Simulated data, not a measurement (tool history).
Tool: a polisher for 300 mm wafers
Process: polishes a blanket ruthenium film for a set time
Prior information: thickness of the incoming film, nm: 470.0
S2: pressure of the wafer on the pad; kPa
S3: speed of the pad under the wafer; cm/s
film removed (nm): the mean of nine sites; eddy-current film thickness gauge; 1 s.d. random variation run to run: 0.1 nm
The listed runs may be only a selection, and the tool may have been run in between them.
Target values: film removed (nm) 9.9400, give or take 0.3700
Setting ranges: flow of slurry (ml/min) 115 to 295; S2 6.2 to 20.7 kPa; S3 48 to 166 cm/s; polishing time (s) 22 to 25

run 1 day=0.000 | flow_of_slurry_(ml/min)=190 S2=13.1 S3=106 polishing_time_(s)=25 | film_removed_(nm)=24.6200
run 2 day=0.196 | flow_of_slurry_(ml/min)=190 S2=13.1 S3=106 polishing_time_(s)=25 | film_removed_(nm)=24.2570
run 3 day=0.388 | flow_of_slurry_(ml/min)=190 S2=15.9 S3=106 polishing_time_(s)=25 | film_removed_(nm)=29.0390
run 4 day=0.438 | flow_of_slurry_(ml/min)=205 S2=15.9 S3=106 polishing_time_(s)=25 | film_removed_(nm)=29.4950
run 5 day=0.596 | flow_of_slurry_(ml/min)=205 S2=12.4 S3=90 polishing_time_(s)=25 | film_removed_(nm)=20.8850
run 6 day=0.900 | flow_of_slurry_(ml/min)=220 S2=12.4 S3=90 polishing_time_(s)=25 | film_removed_(nm)=20.7950
run 7 day=1.150 | flow_of_slurry_(ml/min)=220 S2=10.3 S3=78 polishing_time_(s)=25 | film_removed_(nm)=15.8900
run 8 day=1.325 | flow_of_slurry_(ml/min)=215 S2=9.0 S3=72 polishing_time_(s)=25 | film_removed_(nm)=13.1080

Pick the move, out of 4, that brings all results within their allowed miss; only one does.
run A day=1.500 | flow_of_slurry_(ml/min)=220 S2=8.3 S3=62 polishing_time_(s)=25 | film_removed_(nm)=?
run B day=1.500 | flow_of_slurry_(ml/min)=165 S2=6.9 S3=78 polishing_time_(s)=23 | film_removed_(nm)=?
run C day=1.500 | flow_of_slurry_(ml/min)=215 S2=8.3 S3=76 polishing_time_(s)=22 | film_removed_(nm)=?
run D day=1.500 | flow_of_slurry_(ml/min)=195 S2=8.3 S3=56 polishing_time_(s)=22 | film_removed_(nm)=?

move=A film_removed_(nm)=10.6480
move=B film_removed_(nm)=9.8026
move=C film_removed_(nm)=11.0420
move=D film_removed_(nm)=8.4956
A: gains on the last run, yet a result remains outside its allowed miss
B: all results in spec
C: gains on the last run, yet a result remains outside its allowed miss
D: takes the biggest miss from the last run beyond its target
Move B is the one to make.
